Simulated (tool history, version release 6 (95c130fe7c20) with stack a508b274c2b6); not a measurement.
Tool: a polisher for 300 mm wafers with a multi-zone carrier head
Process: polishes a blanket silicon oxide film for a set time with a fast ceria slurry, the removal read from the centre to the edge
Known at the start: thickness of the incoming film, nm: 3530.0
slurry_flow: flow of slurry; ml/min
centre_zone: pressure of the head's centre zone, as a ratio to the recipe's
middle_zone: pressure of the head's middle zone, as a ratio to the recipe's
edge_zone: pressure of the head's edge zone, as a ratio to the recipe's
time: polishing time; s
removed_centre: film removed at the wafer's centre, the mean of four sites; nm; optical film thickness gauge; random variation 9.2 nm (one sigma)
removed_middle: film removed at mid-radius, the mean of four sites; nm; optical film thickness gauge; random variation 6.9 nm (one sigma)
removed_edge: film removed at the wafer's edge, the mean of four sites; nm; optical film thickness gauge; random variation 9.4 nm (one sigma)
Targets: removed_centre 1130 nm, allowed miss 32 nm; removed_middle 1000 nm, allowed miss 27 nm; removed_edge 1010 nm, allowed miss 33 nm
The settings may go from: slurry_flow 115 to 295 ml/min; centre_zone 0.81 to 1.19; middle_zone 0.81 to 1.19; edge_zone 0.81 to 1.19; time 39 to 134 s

{"run": 1, "hour": 0.0, "slurry_flow": 190, "centre_zone": 1, "middle_zone": 1, "edge_zone": 1, "time": 86, "removed_centre": 699.9, "removed_middle": 703.25, "removed_edge": 707.95}
{"run": 2, "hour": 3.3, "slurry_flow": 145, "centre_zone": 1, "middle_zone": 1, "edge_zone": 1, "time": 86, "removed_centre": 664.91, "removed_middle": 675.84, "removed_edge": 686.74}
{"run": 3, "hour": 11.6, "slurry_flow": 170, "centre_zone": 1.05, "middle_zone": 1.02, "edge_zone": 1.05, "time": 92, "removed_centre": 767.04, "removed_middle": 759.18, "removed_edge": 754.68}
{"run": 4, "hour": 18.9, "slurry_flow": 190, "centre_zone": 1.08, "middle_zone": 1.01, "edge_zone": 1.08, "time": 97, "removed_centre": 851.26, "removed_middle": 806.15, "removed_edge": 841.35}
{"run": 5, "hour": 27.7, "slurry_flow": 210, "centre_zone": 1.11, "middle_zone": 1.03, "edge_zone": 1.09, "time": 100, "removed_centre": 922.12, "removed_middle": 861.62, "removed_edge": 875.42}
{"run": 6, "hour": 30.6, "slurry_flow": 225, "centre_zone": 1.13, "middle_zone": 1.04, "edge_zone": 1.11, "time": 102, "removed_centre": 962.95, "removed_middle": 879.96, "removed_edge": 911.02}
{"run": 7, "hour": 35.9, "slurry_flow": 235, "centre_zone": 1.15, "middle_zone": 1.05, "edge_zone": 1.11, "time": 104, "removed_centre": 1012.2, "removed_middle": 929.42, "removed_edge": 931.4}
{"run": 8, "hour": 40.4, "slurry_flow": 245, "centre_zone": 1.16, "middle_zone": 1.05, "edge_zone": 1.12, "time": 105, "removed_centre": 1052, "removed_middle": 930.5, "removed_edge": 956.76}
{"run": 9, "hour": 42.4, "slurry_flow": 250, "centre_zone": 1.17, "middle_zone": 1.06, "edge_zone": 1.13, "time": 106, "removed_centre": 1053, "removed_middle": 938.71, "removed_edge": 970.9}
{"run": 10, "hour": 49.0, "slurry_flow": 255, "centre_zone": 1.18, "middle_zone": 1.06, "edge_zone": 1.13, "time": 107, "removed_centre": 1078.6, "removed_middle": 955.4, "removed_edge": 959.24}
{"run": 11, "hour": 53.3, "slurry_flow": 255, "centre_zone": 1.18, "middle_zone": 1.06, "edge_zone": 1.14, "time": 108, "removed_centre": 1081.1, "removed_middle": 961.79, "removed_edge": 1004.7}
{"run": 12, "hour": 60.4, "slurry_flow": 260, "centre_zone": 1.18, "middle_zone": 1.06, "edge_zone": 1.13, "time": 108, "removed_centre": 1094.4, "removed_middle": 970.93, "removed_edge": 972.08}

Which of these 4 next moves meets every target?
{"run": "A", "hour": 67.5, "slurry_flow": 215, "centre_zone": 1.18, "middle_zone": 1.06, "edge_zone": 1.19, "time": 107, "removed_centre": "?", "removed_middle": "?", "removed_edge": "?"}
{"run": "B", "hour": 67.5, "slurry_flow": 270, "centre_zone": 1.14, "middle_zone": 1.07, "edge_zone": 1.19, "time": 104, "removed_centre": "?", "removed_middle": "?", "removed_edge": "?"}
{"run": "C", "hour": 67.5, "slurry_flow": 270, "centre_zone": 1.09, "middle_zone": 1.13, "edge_zone": 1.13, "time": 111, "removed_centre": "?", "removed_middle": "?", "removed_edge": "?"}
{"run": "D", "hour": 67.5, "slurry_flow": 225, "centre_zone": 1.19, "middle_zone": 1.08, "edge_zone": 1.17, "time": 112, "removed_centre": "?", "removed_middle": "?", "removed_edge": "?"}

move=A removed_centre=1063.2 removed_middle=929.61 removed_edge=962.16
move=B removed_centre=1030.8 removed_middle=936.15 removed_edge=955.64
move=C removed_centre=1051.9 removed_middle=1037 removed_edge=993.52
move=D removed_centre=1130.5 removed_middle=991.57 removed_edge=1003.2
A: further off than the last run
B: further off than the last run
C: brings the result that was furthest off to its target, and leaves another outside
D: meets every target
The right move is D.

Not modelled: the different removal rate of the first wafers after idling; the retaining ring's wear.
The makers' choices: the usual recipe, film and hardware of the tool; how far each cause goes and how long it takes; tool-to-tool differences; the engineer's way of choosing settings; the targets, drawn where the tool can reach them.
